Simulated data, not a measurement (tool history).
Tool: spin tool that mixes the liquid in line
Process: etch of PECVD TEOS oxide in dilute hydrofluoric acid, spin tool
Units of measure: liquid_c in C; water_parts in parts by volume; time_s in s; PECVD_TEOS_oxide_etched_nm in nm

run,hour,liquid_c,water_parts,time_s,PECVD_TEOS_oxide_etched_nm
1,0,25,135,165,14.791
2,9,25,160,165,12.254
3,16.3,26,160,165,12.744
4,17.5,27,160,165,12.977
5,25.2,27.5,155,165,13.815
6,31.5,27.5,105,165,21.769

The next listed run, before its measurement:
7,33.4,27.5,105,165,?

Run 7 yielded PECVD_TEOS_oxide_etched_nm 21.871 nm.

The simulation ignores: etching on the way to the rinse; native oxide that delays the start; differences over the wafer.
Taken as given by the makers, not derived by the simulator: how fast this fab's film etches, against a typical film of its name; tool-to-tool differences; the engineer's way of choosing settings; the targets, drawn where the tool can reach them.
